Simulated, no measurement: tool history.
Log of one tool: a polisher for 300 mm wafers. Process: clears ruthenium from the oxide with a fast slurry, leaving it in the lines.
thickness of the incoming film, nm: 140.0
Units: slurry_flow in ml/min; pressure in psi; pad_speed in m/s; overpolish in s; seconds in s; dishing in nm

run	day	slurry_flow	pressure	pad_speed	slurry_solids	overpolish	seconds	dishing
1	0	155	2.5	1.08	1	25	36.237	54.535
2	0.121	155	1.9	1.08	1	25	44.492	46.612
3	0.321	180	1.9	1.08	1	25	43.703	46.57
4	0.588	180	1.9	1.08	1	16	43.024	34.441
5	0.767	185	1.8	1.12	1	15	44.01	32.628
# day 0.971: worn pad replaced by a new one
6	0.971	185	1.8	1.38	1	15	34.615	38.68
7	1.138	190	1.7	1.36	1.05	14	35.065	35.86
8	1.317	195	1.6	1.34	1.1	13	37.305	33.84

Run 9 comes next. What will it give?
9	1.371	200	1.5	1.36	1.1	12	?	?

seconds: 36.843 s
dishing: 30.803 nm
